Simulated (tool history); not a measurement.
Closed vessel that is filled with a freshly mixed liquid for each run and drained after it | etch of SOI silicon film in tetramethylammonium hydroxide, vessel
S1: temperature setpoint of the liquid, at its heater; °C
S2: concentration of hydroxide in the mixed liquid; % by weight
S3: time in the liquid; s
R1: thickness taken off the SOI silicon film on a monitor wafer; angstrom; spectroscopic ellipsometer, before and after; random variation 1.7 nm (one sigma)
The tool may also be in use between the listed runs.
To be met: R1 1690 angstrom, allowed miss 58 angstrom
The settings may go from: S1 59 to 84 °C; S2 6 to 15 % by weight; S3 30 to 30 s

run	hour	S1	S2	S3	R1
1	0	72	10	30	2556
2	8.7	74.5	10	30	2893.5
3	14	71	10	30	2383
4	18.1	69	10	30	2176.2
5	25	67.5	10	30	1960.1
6	27.8	71	10	30	2457
7	30.4	71	10	30	2407.7
8	31.3	69	10	30	2163.1
9	39.1	67.5	10	30	1932.1
10	43.5	67	10	30	1931.3
11	49.4	66	10	30	1810.4

5 next moves are on the table. One of them brings every result within its allowed miss. Which?
A	55.3	65	11.5	30	?
B	55.3	65.5	10.5	30	?
C	55.3	63.5	10	30	?
D	55.3	65.5	8	30	?
E	55.3	65.5	9	30	?

move	R1
A	1596
B	1699.6
C	1529.8
D	1872.6
E	1799.8
A: takes the result that was furthest off past its target
B: meets every target
C: takes the result that was furthest off past its target
D: further off than the last run
E: nearer than the last run, and not there yet
Answer: B
